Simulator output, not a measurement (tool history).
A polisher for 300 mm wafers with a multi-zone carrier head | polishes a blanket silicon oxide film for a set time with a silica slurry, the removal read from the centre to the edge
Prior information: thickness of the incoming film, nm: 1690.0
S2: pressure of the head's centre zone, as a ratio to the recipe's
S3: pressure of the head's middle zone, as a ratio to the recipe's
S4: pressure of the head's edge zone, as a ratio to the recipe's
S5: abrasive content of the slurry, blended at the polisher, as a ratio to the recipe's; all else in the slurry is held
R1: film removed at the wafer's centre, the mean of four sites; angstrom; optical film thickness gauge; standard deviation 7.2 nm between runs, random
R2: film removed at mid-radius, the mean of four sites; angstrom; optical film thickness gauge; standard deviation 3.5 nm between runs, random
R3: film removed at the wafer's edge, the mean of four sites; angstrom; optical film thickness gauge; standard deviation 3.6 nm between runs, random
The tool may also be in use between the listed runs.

{"run": 1, "hour": 0.0, "flow of slurry (ml/min)": 160, "S2": 1.0, "S3": 1.0, "S4": 1.0, "S5": 1.0, "polishing time (s)": 77, "R1": 4021.3, "R2": 4147.6, "R3": 3864.4}
{"run": 2, "hour": 3.7, "flow of slurry (ml/min)": 170, "S2": 1.01, "S3": 0.99, "S4": 1.06, "S5": 1.15, "polishing time (s)": 77, "R1": 4271.2, "R2": 4377.6, "R3": 4193.0}
{"run": 3, "hour": 8.9, "flow of slurry (ml/min)": 175, "S2": 1.02, "S3": 0.97, "S4": 1.09, "S5": 1.25, "polishing time (s)": 78, "R1": 4525.9, "R2": 4511.8, "R3": 4472.0}
{"run": 4, "hour": 15.5, "flow of slurry (ml/min)": 175, "S2": 1.02, "S3": 0.94, "S4": 1.09, "S5": 1.25, "polishing time (s)": 78, "R1": 4561.5, "R2": 4467.0, "R3": 4414.8}
{"run": 5, "hour": 21.4, "flow of slurry (ml/min)": 175, "S2": 1.02, "S3": 0.94, "S4": 1.09, "S5": 1.25, "polishing time (s)": 96, "R1": 5540.0, "R2": 5449.7, "R3": 5472.1}
{"run": 6, "hour": 25.5, "flow of slurry (ml/min)": 175, "S2": 1.02, "S3": 0.94, "S4": 1.09, "S5": 1.25, "polishing time (s)": 115, "R1": 6738.9, "R2": 6515.0, "R3": 6661.6}

Run 7, settings as shown, results not yet in. Your forecast:
{"run": 7, "hour": 27.5, "flow of slurry (ml/min)": 130, "S2": 0.92, "S3": 0.84, "S4": 0.99, "S5": 1.05, "polishing time (s)": 115, "R1": "?", "R2": "?", "R3": "?"}

{"run 7": {"R1": 5397.3, "R2": 5391.6, "R3": 5611.8}}

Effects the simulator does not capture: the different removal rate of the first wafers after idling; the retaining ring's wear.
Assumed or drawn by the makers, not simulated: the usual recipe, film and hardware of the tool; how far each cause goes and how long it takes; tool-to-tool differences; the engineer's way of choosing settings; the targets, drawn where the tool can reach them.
